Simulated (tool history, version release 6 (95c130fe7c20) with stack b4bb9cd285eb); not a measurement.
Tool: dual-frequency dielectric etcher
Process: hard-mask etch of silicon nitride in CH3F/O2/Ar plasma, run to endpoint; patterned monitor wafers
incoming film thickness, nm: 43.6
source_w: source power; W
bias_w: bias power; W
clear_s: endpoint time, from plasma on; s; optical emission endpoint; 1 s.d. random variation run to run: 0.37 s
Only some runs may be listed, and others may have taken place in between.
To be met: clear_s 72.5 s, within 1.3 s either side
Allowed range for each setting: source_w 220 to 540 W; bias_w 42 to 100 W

run 1 hour=0 | source_w=380 bias_w=71 | clear_s=66.022
run 2 hour=1.8 | source_w=380 bias_w=75 | clear_s=64.005
run 3 hour=4.6 | source_w=430 bias_w=75 | clear_s=60.574
run 4 hour=10.9 | source_w=410 bias_w=75 | clear_s=61.981
run 5 hour=17.9 | source_w=450 bias_w=75 | clear_s=59.29
run 6 hour=21 | source_w=450 bias_w=81 | clear_s=57.813
run 7 hour=26.8 | source_w=370 bias_w=73 | clear_s=66.337
run 8 hour=33.2 | source_w=360 bias_w=73 | clear_s=66.635
run 9 hour=38.3 | source_w=350 bias_w=73 | clear_s=67.114
run 10 hour=45.2 | source_w=340 bias_w=73 | clear_s=68.001
run 11 hour=46 | source_w=330 bias_w=73 | clear_s=69.109
run 12 hour=52.5 | source_w=280 bias_w=72 | clear_s=74.605

4 next moves are on the table. One of them brings every result within its allowed miss. Which?
run A hour=59 | source_w=300 bias_w=67 | clear_s=?
run B hour=59 | source_w=320 bias_w=71 | clear_s=?
run C hour=59 | source_w=270 bias_w=81 | clear_s=?
run D hour=59 | source_w=310 bias_w=78 | clear_s=?

move=A clear_s=74.41
move=B clear_s=70.665
move=C clear_s=72.755
move=D clear_s=69.207
A: closer than the last run, but not yet in spec
B: moves the result that the last run missed by most past its target, out the other side
C: hits every target within its allowed miss
D: moves the result that the last run missed by most past its target, out the other side
C is the move that brings every result within its allowed miss.
